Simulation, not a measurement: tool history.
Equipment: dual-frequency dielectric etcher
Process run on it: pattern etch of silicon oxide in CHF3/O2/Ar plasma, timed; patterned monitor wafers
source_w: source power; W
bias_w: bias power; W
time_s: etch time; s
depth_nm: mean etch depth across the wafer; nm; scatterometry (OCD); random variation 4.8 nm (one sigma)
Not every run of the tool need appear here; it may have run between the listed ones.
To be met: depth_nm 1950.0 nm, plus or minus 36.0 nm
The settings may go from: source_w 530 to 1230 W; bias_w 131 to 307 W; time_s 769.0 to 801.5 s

run	hour	source_w	bias_w	time_s	depth_nm
1	0.0	880	219	769.0	1752.1
2	6.8	740	219	769.0	1673.3
3	9.2	740	219	801.5	1755.1
4	13.5	770	221	801.5	1774.8
5	21.0	800	223	801.5	1790.9
6	26.9	830	225	801.5	1820.6
7	29.2	850	227	801.5	1830.7
8	32.0	870	229	801.5	1841.5

Exercise: of the 4 proposed moves below, exactly one satisfies all targets within the stated allowed misses. Which move is it?
A	34.8	880	247	769.0	?
B	34.8	830	233	782.0	?
C	34.8	940	278	781.0	?
D	34.8	810	203	775.0	?

move	depth_nm
A	1828.9
B	1797.7
C	1966.5
D	1691.6
A: further off than the last run
B: further off than the last run
C: hits every target within its allowed miss
D: further off than the last run
C meets every target.
